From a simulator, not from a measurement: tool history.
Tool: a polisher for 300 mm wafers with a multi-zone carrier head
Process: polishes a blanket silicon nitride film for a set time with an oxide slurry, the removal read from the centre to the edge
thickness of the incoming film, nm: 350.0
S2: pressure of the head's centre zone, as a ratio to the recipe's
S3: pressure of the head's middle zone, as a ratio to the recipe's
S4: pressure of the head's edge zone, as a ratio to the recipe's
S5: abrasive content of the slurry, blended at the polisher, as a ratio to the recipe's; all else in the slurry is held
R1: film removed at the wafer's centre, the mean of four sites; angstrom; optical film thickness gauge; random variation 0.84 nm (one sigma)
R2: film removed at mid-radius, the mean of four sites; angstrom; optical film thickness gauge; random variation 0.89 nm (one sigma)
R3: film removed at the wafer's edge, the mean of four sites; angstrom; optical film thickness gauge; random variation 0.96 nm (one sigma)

run 1 hour=0.0 | flow_of_slurry_(ml/min)=310 S2=1.00 S3=1.00 S4=1.00 S5=1.00 polishing_time_(s)=70 | R1=424.13 R2=401.30 R3=414.79
run 2 hour=1.6 | flow_of_slurry_(ml/min)=310 S2=1.00 S3=1.00 S4=1.07 S5=1.00 polishing_time_(s)=70 | R1=430.71 R2=401.38 R3=432.84
run 3 hour=9.3 | flow_of_slurry_(ml/min)=310 S2=1.00 S3=1.00 S4=1.14 S5=1.00 polishing_time_(s)=70 | R1=427.53 R2=405.10 R3=444.14
run 4 hour=14.0 | flow_of_slurry_(ml/min)=385 S2=1.00 S3=1.00 S4=1.14 S5=1.00 polishing_time_(s)=70 | R1=440.67 R2=418.24 R3=457.11
run 5 hour=19.3 | flow_of_slurry_(ml/min)=385 S2=1.00 S3=1.00 S4=1.17 S5=1.00 polishing_time_(s)=70 | R1=439.65 R2=413.37 R3=470.27
run 6 hour=20.4 | flow_of_slurry_(ml/min)=390 S2=1.02 S3=1.00 S4=1.17 S5=1.10 polishing_time_(s)=72 | R1=477.92 R2=455.71 R3=497.18
run 7 hour=27.3 | flow_of_slurry_(ml/min)=390 S2=1.04 S3=0.97 S4=1.17 S5=1.15 polishing_time_(s)=75 | R1=527.61 R2=468.77 R3=531.37
run 8 hour=34.0 | flow_of_slurry_(ml/min)=395 S2=1.05 S3=0.96 S4=1.17 S5=1.20 polishing_time_(s)=77 | R1=557.06 R2=478.28 R3=546.17

Run 9 comes next. What will it give?
run 9 hour=41.6 | flow_of_slurry_(ml/min)=395 S2=1.06 S3=0.95 S4=1.17 S5=1.25 polishing_time_(s)=79 | R1=? R2=? R3=?

{"run 9": {"R1": 578.42, "R2": 489.61, "R3": 567.25}}
